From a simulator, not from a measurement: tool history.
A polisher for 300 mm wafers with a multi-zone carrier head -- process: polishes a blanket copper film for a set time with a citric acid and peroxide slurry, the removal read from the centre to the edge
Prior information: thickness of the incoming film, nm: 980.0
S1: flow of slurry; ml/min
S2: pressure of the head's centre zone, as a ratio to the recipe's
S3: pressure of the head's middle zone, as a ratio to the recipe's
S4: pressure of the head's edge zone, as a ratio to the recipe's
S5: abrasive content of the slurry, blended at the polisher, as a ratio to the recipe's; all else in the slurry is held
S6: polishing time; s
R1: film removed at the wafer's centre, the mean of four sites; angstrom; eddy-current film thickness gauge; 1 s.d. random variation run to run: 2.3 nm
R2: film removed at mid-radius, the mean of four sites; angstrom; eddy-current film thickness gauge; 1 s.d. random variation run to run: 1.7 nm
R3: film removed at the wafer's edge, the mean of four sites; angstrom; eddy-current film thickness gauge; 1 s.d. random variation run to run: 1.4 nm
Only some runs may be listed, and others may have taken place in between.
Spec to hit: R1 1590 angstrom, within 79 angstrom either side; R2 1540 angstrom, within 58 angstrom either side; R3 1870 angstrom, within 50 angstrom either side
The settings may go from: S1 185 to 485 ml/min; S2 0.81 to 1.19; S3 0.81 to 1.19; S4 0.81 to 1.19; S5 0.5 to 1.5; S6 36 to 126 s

run  hour   S1    S2    S3    S4    S5  S6      R1      R2      R3
  1     0  310     1     1     1     1  81  2591.9  2617.3  2732.6
  2     4  310     1     1     1     1  89  2882.5  2925.7  2975.5
  3   6.1  235     1     1     1     1  89  2784.6  2855.3  2898.9
  4   6.7  235  0.98  0.97     1   0.9  84  2492.6  2501.7  2658.7
  5  12.9  230  0.96  0.95  0.99  0.85  81  2259.3  2397.3  2492.1
  6  15.4  185  0.96  0.95  0.99  0.85  81  2236.1  2289.1  2461.6
  7  23.7  185  0.96  0.93     1   0.8  78  2148.1  2140.7  2359.7
  8  26.4  185  0.95  0.91     1  0.75  76  2055.8  2005.1  2243.3
  9    27  185  0.93  0.89     1   0.7  74    1905  1896.9  2141.5
 10  29.8  185  0.92  0.88  1.01  0.65  73  1787.2  1790.9    2067
 11    33  185  0.92  0.87  1.01   0.6  72  1751.5  1718.6  2009.1
 12  41.4  185  0.92  0.86  1.01   0.6  72  1751.8  1708.4  2008.5
 13  43.8  185  0.89  0.81     1   0.5  67  1501.1  1433.2  1770.3

Of the 5 settings listed for the next run, only one would bring every result within its allowed miss of target. Which one?
  A  46.2  215  0.85  0.91  1.01   0.5  64   ?   ?   ?
  B  46.2  185  0.94  0.81     1   0.5  68   ?   ?   ?
  C  46.2  260   0.9  0.92  1.02   0.6  59   ?   ?   ?
  D  46.2  195  0.91  0.84  1.05  0.65  64   ?   ?   ?
  E  46.2  185   0.9  0.81  0.96  0.75  59   ?   ?   ?

move      R1      R2      R3
   A  1425.4  1559.2  1704.9
   B    1641    1477  1782.4
   C  1503.1  1562.2  1690.8
   D  1626.4  1556.8  1853.8
   E  1531.1  1440.2  1711.4
A: the biggest miss grows against the last run
B: moves toward the targets from the last run without getting all of them in spec
C: the biggest miss grows against the last run
D: every result within its allowed miss
E: the biggest miss grows against the last run
D meets every target.
